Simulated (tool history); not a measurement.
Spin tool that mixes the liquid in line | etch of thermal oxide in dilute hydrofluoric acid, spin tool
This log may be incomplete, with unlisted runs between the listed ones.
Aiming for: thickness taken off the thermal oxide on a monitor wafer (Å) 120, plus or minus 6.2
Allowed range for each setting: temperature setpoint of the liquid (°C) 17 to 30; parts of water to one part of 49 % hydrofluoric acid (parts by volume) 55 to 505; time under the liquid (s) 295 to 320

| run | hour | temperature setpoint of the liquid (°C) | parts of water to one part of 49 % hydrofluoric acid (parts by volume) | time under the liquid (s) | thickness taken off the thermal oxide on a monitor wafer (Å) |
|---|---|---|---|---|---|
| 1 | 0 | 22 | 280 | 295 | 33.117 |
| 2 | 7.6 | 23 | 230 | 295 | 43.75 |
| 3 | 13.5 | 23 | 145 | 295 | 78.011 |
| 4 | 21.1 | 23 | 145 | 320 | 83.461 |
| 5 | 25.2 | 21.5 | 145 | 320 | 78.289 |
| 6 | 33.8 | 20 | 145 | 320 | 72.713 |
| 7 | 35.4 | 22 | 140 | 320 | 83.503 |
| 8 | 38.2 | 23.5 | 135 | 320 | 92.598 |
|  | 46.6 | hydrofluoric acid flow meter replaced |
| 9 | 46.6 | 23.5 | 135 | 320 | 105.08 |
| 10 | 54.2 | 24 | 135 | 320 | 106.05 |
| 11 | 58.6 | 27 | 125 | 320 | 130.91 |

5 next moves are on the table. One of them brings every result within its allowed miss. Which?
| A | 63 | 26.5 | 130 | 305 | ? |
| B | 63 | 29.5 | 125 | 315 | ? |
| C | 63 | 27 | 150 | 315 | ? |
| D | 63 | 26 | 140 | 300 | ? |
| E | 63 | 28 | 115 | 320 | ? |

| move | thickness taken off the thermal oxide on a monitor wafer (Å) |
|---|---|
| A | 118.05 |
| B | 142.75 |
| C | 105.03 |
| D | 104.51 |
| E | 151.05 |
A: all results land within tolerance of their targets
B: the biggest miss grows against the last run
C: takes the biggest miss from the last run beyond its target
D: takes the biggest miss from the last run beyond its target
E: the biggest miss grows against the last run
Go with A: it meets all targets.
